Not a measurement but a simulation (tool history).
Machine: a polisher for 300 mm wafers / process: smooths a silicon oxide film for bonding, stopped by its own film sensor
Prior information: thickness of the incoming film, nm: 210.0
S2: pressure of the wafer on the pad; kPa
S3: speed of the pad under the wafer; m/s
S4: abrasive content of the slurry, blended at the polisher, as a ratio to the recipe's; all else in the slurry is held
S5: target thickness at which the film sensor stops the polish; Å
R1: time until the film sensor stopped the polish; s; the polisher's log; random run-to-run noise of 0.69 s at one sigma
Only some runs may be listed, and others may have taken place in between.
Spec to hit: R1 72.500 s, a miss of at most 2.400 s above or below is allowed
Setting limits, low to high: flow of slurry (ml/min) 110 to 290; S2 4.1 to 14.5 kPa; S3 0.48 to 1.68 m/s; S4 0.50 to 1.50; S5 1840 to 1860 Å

Run 1, hour 0.0: flow of slurry (ml/min) 185, S2 9.0 kPa, S3 1.08 m/s, S4 1.00, S5 1840 Å. Result: R1 45.886 s.
Run 2, hour 5.6: flow of slurry (ml/min) 215, S2 9.0 kPa, S3 1.08 m/s, S4 1.00, S5 1840 Å. Result: R1 45.285 s.
Run 3, hour 12.0: flow of slurry (ml/min) 215, S2 7.6 kPa, S3 1.08 m/s, S4 1.00, S5 1840 Å. Result: R1 51.598 s.
Run 4, hour 19.5: flow of slurry (ml/min) 215, S2 7.6 kPa, S3 1.26 m/s, S4 1.00, S5 1840 Å. Result: R1 45.653 s.
Run 5, hour 20.2: flow of slurry (ml/min) 210, S2 6.2 kPa, S3 1.22 m/s, S4 1.00, S5 1840 Å. Result: R1 55.170 s.
Run 6, hour 23.2: flow of slurry (ml/min) 240, S2 6.2 kPa, S3 1.22 m/s, S4 1.00, S5 1840 Å. Result: R1 54.577 s.
Run 7, hour 28.0: flow of slurry (ml/min) 240, S2 5.5 kPa, S3 1.20 m/s, S4 1.00, S5 1840 Å. Result: R1 61.341 s.
Run 8, hour 36.3: flow of slurry (ml/min) 240, S2 4.8 kPa, S3 1.20 m/s, S4 1.00, S5 1840 Å. Result: R1 67.914 s.
Run 9, hour 44.6: flow of slurry (ml/min) 240, S2 4.1 kPa, S3 1.20 m/s, S4 1.00, S5 1840 Å. Result: R1 75.316 s.
Run 10, hour 46.8: flow of slurry (ml/min) 245, S2 4.1 kPa, S3 1.20 m/s, S4 1.00, S5 1840 Å. Result: R1 75.915 s.

Next run, 4 choices. One meets every target within its allowed miss, the rest don't. Which?
Run A, hour 49.0: flow of slurry (ml/min) 190, S2 5.5 kPa, S3 0.80 m/s, S4 1.10, S5 1850 Å. Result: R1 ?.
Run B, hour 49.0: flow of slurry (ml/min) 250, S2 4.1 kPa, S3 1.20 m/s, S4 0.95, S5 1840 Å. Result: R1 ?.
Run C, hour 49.0: flow of slurry (ml/min) 270, S2 5.5 kPa, S3 1.30 m/s, S4 0.55, S5 1860 Å. Result: R1 ?.
Run D, hour 49.0: flow of slurry (ml/min) 180, S2 4.8 kPa, S3 0.94 m/s, S4 0.95, S5 1860 Å. Result: R1 ?.

move      R1
   A  79.160
   B  76.598
   C  71.784
   D  79.597
A: the biggest miss grows against the last run
B: the biggest miss grows against the last run
C: all results land within tolerance of their targets
D: the biggest miss grows against the last run
The right move is C.
